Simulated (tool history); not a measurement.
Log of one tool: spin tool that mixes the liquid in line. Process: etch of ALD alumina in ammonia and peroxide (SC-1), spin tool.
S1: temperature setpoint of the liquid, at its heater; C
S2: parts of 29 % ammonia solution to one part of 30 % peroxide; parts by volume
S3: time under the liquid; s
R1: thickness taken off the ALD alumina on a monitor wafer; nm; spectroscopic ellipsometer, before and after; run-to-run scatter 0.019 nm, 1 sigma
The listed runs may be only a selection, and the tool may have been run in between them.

| run | day | S1 | S2 | S3 | R1 |
|---|---|---|---|---|---|
| 1 | 0 | 62 | 0.45 | 15 | 1.5077 |
| 2 | 0.317 | 62 | 0.55 | 15 | 1.5305 |
| 3 | 0.671 | 63 | 0.55 | 15 | 1.6235 |
| 4 | 0.867 | 57 | 0.55 | 15 | 1.1853 |
| 5 | 0.975 | 59 | 0.55 | 15 | 1.3175 |
| 6 | 1.267 | 59 | 0.7 | 15 | 1.3641 |

Forecast run 7:
| 7 | 1.592 | 60.5 | 0.7 | 15 | ? |

R1: 1.4753 nm
